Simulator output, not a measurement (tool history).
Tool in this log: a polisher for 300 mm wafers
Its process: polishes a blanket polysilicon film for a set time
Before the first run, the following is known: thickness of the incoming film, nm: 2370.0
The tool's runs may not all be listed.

run	day	flow of slurry (ml/min)	pressure of the wafer on the pad (psi)	speed of the pad under the wafer (m/s)	polishing time (s)	film removed (Å)
1	0.000	140	2.6	1.22	98	9963.7
2	0.362	140	2.6	1.22	98	9673.2
3	0.467	140	2.3	1.22	98	8774.6
4	0.621	145	2.5	1.22	98	9536.6
5	0.742	150	2.6	1.22	98	9961.7
6	0.892	185	2.6	1.22	98	10396.0

Run 7, settings as shown, results not yet in. Your forecast:
7	1.188	200	3.3	1.24	98	?

{"run 7": {"film removed (Å)": 13103.0}}

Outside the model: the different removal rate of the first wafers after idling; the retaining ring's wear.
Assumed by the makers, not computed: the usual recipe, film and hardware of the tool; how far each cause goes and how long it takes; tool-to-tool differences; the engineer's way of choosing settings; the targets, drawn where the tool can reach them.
